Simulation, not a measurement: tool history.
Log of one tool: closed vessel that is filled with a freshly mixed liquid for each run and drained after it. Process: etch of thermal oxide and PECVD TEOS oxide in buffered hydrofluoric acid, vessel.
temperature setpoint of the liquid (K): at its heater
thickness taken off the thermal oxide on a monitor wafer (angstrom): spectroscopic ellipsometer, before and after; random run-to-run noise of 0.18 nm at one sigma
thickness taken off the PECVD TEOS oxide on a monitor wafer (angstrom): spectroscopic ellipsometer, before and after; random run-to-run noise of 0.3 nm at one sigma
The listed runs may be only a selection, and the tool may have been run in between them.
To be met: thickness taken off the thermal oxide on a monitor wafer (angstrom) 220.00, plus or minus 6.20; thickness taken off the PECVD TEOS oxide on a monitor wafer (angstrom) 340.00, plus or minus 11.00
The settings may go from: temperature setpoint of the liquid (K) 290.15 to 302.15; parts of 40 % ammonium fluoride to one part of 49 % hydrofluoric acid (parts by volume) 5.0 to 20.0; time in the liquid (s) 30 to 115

run	hour	temperature setpoint of the liquid (K)	parts of 40 % ammonium fluoride to one part of 49 % hydrofluoric acid (parts by volume)	time in the liquid (s)	thickness taken off the thermal oxide on a monitor wafer (angstrom)	thickness taken off the PECVD TEOS oxide on a monitor wafer (angstrom)
1	0.0	294.15	12.0	60	465.89	719.57
2	5.2	293.15	13.5	60	391.48	605.61
3	7.8	293.15	10.0	60	527.46	818.00
4	14.4	293.15	10.0	45	391.10	607.67
5	19.5	292.65	11.0	45	349.02	547.05
6	24.3	292.65	13.5	45	284.18	444.81
7	31.7	292.15	14.0	45	267.81	420.13
8	37.4	291.65	14.5	45	250.15	389.61
9	44.2	291.15	14.5	45	245.95	370.11
10	46.4	291.15	15.0	45	235.33	363.46
11	51.7	290.65	15.0	45	230.77	353.82

4 next moves are on the table. One of them brings every result within its allowed miss. Which?
A	57.0	290.65	15.5	50	?	?
B	57.0	294.15	15.0	35	?	?
C	57.0	291.15	15.0	45	?	?
D	57.0	291.15	14.5	45	?	?

move	thickness taken off the thermal oxide on a monitor wafer (angstrom)	thickness taken off the PECVD TEOS oxide on a monitor wafer (angstrom)
A	247.63	383.60
B	218.06	337.80
C	236.82	366.86
D	244.85	379.31
A: misses by more than the last run did
B: all results in spec
C: misses by more than the last run did
D: misses by more than the last run did
B is the move that brings every result within its allowed miss.
